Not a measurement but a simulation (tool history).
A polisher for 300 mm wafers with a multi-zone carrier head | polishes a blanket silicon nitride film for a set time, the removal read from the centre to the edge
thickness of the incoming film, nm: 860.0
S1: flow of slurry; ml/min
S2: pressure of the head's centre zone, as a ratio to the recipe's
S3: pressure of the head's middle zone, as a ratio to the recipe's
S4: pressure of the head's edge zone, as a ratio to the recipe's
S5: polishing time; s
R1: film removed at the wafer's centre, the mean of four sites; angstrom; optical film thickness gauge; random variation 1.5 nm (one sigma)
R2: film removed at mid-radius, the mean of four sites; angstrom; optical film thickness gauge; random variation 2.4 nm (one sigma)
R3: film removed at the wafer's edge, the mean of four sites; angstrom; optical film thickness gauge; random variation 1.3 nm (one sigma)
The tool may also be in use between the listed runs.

{"run": 1, "hour": 0.0, "S1": 180, "S2": 1.0, "S3": 1.0, "S4": 1.0, "S5": 84, "R1": 1592.7, "R2": 1715.3, "R3": 1652.1}
{"run": 2, "hour": 0.6, "S1": 200, "S2": 0.97, "S3": 0.97, "S4": 1.07, "S5": 86, "R1": 1627.9, "R2": 1719.2, "R3": 1785.4}
{"run": 3, "hour": 3.0, "S1": 200, "S2": 0.97, "S3": 0.97, "S4": 1.07, "S5": 94, "R1": 1765.4, "R2": 1850.6, "R3": 1965.3}
{"run": 4, "hour": 9.8, "S1": 240, "S2": 0.97, "S3": 0.97, "S4": 1.07, "S5": 94, "R1": 1837.2, "R2": 1878.0, "R3": 1986.4}
{"hour": 11.7, "done": "slurry nozzle cleaned"}
{"run": 5, "hour": 11.7, "S1": 240, "S2": 0.97, "S3": 0.89, "S4": 1.07, "S5": 94, "R1": 1907.4, "R2": 1829.7, "R3": 2041.1}
{"run": 6, "hour": 15.7, "S1": 220, "S2": 0.94, "S3": 0.89, "S4": 1.07, "S5": 94, "R1": 1808.1, "R2": 1786.0, "R3": 2001.3}

Forecast run 7:
{"run": 7, "hour": 22.8, "S1": 210, "S2": 0.92, "S3": 0.9, "S4": 1.08, "S5": 94, "R1": "?", "R2": "?", "R3": "?"}

{"run 7": {"R1": 1743.8, "R2": 1833.9, "R3": 2009.5}}
